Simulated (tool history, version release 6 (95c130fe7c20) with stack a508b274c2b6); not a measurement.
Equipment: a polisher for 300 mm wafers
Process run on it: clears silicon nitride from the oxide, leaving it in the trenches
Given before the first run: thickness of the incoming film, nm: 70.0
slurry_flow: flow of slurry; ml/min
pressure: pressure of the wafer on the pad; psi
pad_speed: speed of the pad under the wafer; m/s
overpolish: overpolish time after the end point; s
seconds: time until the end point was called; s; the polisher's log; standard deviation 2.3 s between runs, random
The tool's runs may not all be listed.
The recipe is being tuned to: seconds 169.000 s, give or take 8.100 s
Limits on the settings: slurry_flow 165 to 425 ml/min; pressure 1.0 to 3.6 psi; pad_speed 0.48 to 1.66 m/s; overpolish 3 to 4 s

run	hour	slurry_flow	pressure	pad_speed	overpolish	seconds
1	0.0	275	2.3	1.06	4	97.136
2	7.9	275	2.3	1.16	4	88.864
3	10.4	275	2.0	1.16	4	95.353
4	17.1	275	2.0	1.34	4	85.605
5	25.0	275	2.3	1.34	4	74.586
6	30.7	275	1.9	1.34	4	87.639
7	31.2	275	1.7	1.28	4	93.371
8	33.2	255	1.1	0.98	4	155.100
9	41.0	255	1.1	0.96	4	157.930

Which single option among these 5 for the next run brings every result within its allowed miss of target? Just one does.
A	48.8	260	1.2	0.92	4	?
B	48.8	285	1.3	1.00	4	?
C	48.8	240	1.0	0.94	4	?
D	48.8	265	1.5	0.92	3	?
E	48.8	320	1.0	1.00	4	?

move	seconds
A	156.100
B	137.630
C	166.440
D	140.380
E	152.290
A: misses by more than the last run did
B: misses by more than the last run did
C: in spec on every target
D: misses by more than the last run did
E: misses by more than the last run did
Correct choice: C, which meets every target

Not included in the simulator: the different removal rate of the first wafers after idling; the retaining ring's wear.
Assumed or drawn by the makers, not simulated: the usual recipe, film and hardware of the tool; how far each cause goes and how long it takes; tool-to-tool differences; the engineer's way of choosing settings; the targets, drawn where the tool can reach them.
